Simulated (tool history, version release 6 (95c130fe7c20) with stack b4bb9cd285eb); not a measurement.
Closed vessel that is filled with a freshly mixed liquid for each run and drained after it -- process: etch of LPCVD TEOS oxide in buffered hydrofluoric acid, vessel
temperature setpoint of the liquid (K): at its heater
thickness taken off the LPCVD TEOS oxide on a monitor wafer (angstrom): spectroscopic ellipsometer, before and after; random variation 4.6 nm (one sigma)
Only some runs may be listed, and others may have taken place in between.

run	hour	temperature setpoint of the liquid (K)	parts of 40 % ammonium fluoride to one part of 49 % hydrofluoric acid (parts by volume)	time in the liquid (s)	thickness taken off the LPCVD TEOS oxide on a monitor wafer (angstrom)
1	0	296.15	8.5	90	4993.9
2	6.6	294.65	8.5	90	4590.3
3	8	295.65	8.5	90	4878.5
4	13.3	296.15	8.5	90	4994.2
5	19.1	296.65	8.5	90	5178.6
6	26.7	297.15	8.5	90	5389.1

The next listed run, before its measurement:
7	34.3	297.65	8.5	90	?

Run 7 came out at thickness taken off the LPCVD TEOS oxide on a monitor wafer (angstrom) 5448.3.

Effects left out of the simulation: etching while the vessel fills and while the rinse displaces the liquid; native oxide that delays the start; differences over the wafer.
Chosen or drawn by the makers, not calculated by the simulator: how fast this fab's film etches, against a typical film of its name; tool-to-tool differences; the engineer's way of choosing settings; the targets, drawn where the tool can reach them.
